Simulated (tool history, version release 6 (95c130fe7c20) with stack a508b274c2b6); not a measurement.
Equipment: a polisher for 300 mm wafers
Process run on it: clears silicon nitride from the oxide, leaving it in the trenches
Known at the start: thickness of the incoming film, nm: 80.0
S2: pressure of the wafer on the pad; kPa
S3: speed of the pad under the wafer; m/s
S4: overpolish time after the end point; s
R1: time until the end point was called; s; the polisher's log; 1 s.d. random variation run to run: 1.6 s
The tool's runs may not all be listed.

{"run": 1, "hour": 0.0, "flow of slurry (ml/min)": 205, "S2": 15.2, "S3": 1.22, "S4": 15, "R1": 92.649}
{"run": 2, "hour": 4.8, "flow of slurry (ml/min)": 205, "S2": 13.8, "S3": 1.22, "S4": 15, "R1": 102.07}
{"run": 3, "hour": 6.0, "flow of slurry (ml/min)": 205, "S2": 13.8, "S3": 1.42, "S4": 15, "R1": 89.339}
{"run": 4, "hour": 7.0, "flow of slurry (ml/min)": 205, "S2": 11.0, "S3": 1.42, "S4": 15, "R1": 112.37}
{"run": 5, "hour": 11.1, "flow of slurry (ml/min)": 205, "S2": 13.8, "S3": 1.42, "S4": 15, "R1": 88.907}
{"run": 6, "hour": 18.2, "flow of slurry (ml/min)": 205, "S2": 13.8, "S3": 1.54, "S4": 15, "R1": 82.424}
{"run": 7, "hour": 20.7, "flow of slurry (ml/min)": 205, "S2": 12.4, "S3": 1.54, "S4": 15, "R1": 89.963}
{"hour": 25.6, "done": "slurry nozzle cleaned"}
{"run": 8, "hour": 25.6, "flow of slurry (ml/min)": 205, "S2": 11.0, "S3": 1.52, "S4": 15, "R1": 99.343}

Run 9 comes next. What will it give?
{"run": 9, "hour": 26.7, "flow of slurry (ml/min)": 205, "S2": 10.3, "S3": 1.5, "S4": 15, "R1": "?"}

Run 9 measured R1 104.040 s.
